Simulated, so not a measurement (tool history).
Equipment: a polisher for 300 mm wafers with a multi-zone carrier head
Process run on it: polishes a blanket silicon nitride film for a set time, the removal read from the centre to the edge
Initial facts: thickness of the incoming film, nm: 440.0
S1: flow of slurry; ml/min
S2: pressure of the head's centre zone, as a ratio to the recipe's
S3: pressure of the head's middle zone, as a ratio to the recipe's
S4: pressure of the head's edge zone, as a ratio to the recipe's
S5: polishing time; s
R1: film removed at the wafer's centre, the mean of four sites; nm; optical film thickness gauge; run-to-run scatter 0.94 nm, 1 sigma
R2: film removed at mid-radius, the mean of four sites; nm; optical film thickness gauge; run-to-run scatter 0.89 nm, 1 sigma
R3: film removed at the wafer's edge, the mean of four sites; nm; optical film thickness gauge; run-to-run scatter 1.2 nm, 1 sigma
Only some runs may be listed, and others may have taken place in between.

run  hour   S1    S2    S3    S4  S5      R1      R2      R3
  1   0.0  160  1.00  1.00  1.00  46  74.268  72.638  74.821
  2   7.2  170  0.99  1.04  1.04  48  75.957  79.677  77.248
  3  14.9  170  0.99  1.04  1.12  48  76.126  80.431  79.272
  4  23.9  170  0.99  1.08  1.12  48  76.716  82.759  81.905
  5  29.6  170  0.99  1.08  1.12  42  66.711  73.653  70.636
  6  32.8  165  0.98  1.10  1.13  46  73.676  80.968  78.967

Run 7 is up next; what results do you expect?
  7  39.4  165  0.97  1.12  1.14  48   ?   ?   ?

R1: 72.961 nm
R2: 84.471 nm
R3: 81.546 nm
